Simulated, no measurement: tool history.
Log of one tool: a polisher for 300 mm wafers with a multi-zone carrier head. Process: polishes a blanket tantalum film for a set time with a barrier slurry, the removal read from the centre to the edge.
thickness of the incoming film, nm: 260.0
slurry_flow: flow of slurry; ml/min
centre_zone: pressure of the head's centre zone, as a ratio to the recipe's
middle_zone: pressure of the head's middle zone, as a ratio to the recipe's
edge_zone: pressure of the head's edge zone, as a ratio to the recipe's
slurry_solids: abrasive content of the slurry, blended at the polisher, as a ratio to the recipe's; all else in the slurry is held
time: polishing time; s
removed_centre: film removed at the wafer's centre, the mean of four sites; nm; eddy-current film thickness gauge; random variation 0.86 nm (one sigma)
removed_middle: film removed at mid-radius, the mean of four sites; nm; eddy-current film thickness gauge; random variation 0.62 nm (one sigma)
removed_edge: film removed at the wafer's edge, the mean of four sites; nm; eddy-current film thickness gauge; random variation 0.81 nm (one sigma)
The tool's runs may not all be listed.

run,hour,slurry_flow,centre_zone,middle_zone,edge_zone,slurry_solids,time,removed_centre,removed_middle,removed_edge
1,0,235,1,1,1,1,48,87.574,85.681,87.793
2,1.3,230,0.98,0.97,0.99,0.9,48,80.064,79.378,83.659
3,1.9,225,0.97,0.94,0.97,0.9,48,80.383,76.899,82.938
4,6.2,220,0.95,0.92,0.95,0.85,48,77.454,73.318,79.488
5,13.3,220,0.95,0.92,0.91,0.85,48,75.323,74.322,79.112
6,19.7,175,0.95,0.92,0.91,0.85,48,73.622,71.024,77.16
7,28,170,0.94,0.91,0.91,0.85,48,72.469,70.262,78.019
8,34.9,170,0.93,0.9,0.9,0.85,48,70.31,68.832,75.692
9,39.2,170,0.92,0.89,0.9,0.85,48,71.911,68.881,76.155
10,41.5,165,0.91,0.88,0.9,0.85,48,69.534,67.361,76.248

Forecast run 11:
11,47.8,165,0.91,0.88,0.9,0.85,48,?,?,?

removed_centre: 68.785 nm
removed_middle: 67.019 nm
removed_edge: 75.413 nm
